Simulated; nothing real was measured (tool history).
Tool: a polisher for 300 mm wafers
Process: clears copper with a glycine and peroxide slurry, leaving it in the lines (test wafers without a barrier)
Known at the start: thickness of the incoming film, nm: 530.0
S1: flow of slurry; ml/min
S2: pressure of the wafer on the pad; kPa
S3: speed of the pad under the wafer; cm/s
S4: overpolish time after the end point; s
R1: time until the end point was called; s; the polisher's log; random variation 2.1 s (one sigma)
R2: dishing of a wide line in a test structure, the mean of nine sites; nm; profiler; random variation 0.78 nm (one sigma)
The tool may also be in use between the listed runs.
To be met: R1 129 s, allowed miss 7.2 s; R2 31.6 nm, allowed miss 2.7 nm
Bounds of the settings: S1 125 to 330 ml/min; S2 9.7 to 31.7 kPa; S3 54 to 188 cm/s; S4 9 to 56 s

run,hour,S1,S2,S3,S4,R1,R2
1,0,210,20.7,120,29,82.132,65.852
2,3.7,210,20.7,120,40,84.841,70.463
3,8.7,195,18.6,120,35,92.868,68.124
4,13.2,195,18.6,140,35,77.85,69.302
5,16.8,215,17.2,134,31,87.865,63.006
6,24,235,15.9,132,27,95.36,60.627
7,31.9,175,10.3,132,13,140.18,32.027
8,36.4,180,11.7,138,9,119.77,26.571
9,41.9,175,11,138,17,127.04,41.696
10,42.8,175,11,136,16,130.59,39.815
11,51.7,175,11,136,15,130.16,36.381
12,54.4,160,9.7,148,9,135.51,24.785
13,61.7,165,9.7,146,9,135.28,24.295
14,64.3,150,11.7,144,23,123.43,52.762

4 next moves are on the table. One of them brings every result within its allowed miss. Which?
A,66.9,160,11,138,17,?,?
B,66.9,180,13.1,142,10,?,?
C,66.9,150,11,138,17,?,?
D,66.9,215,10.3,138,12,?,?

move,R1,R2
A,128.94,39.972
B,107.79,31.747
C,130.32,39.709
D,130.1,31.397
A: nearer than the last run, and not there yet
B: brings the result that was furthest off to its target, and leaves another outside
C: nearer than the last run, and not there yet
D: meets every target
The right move is D.
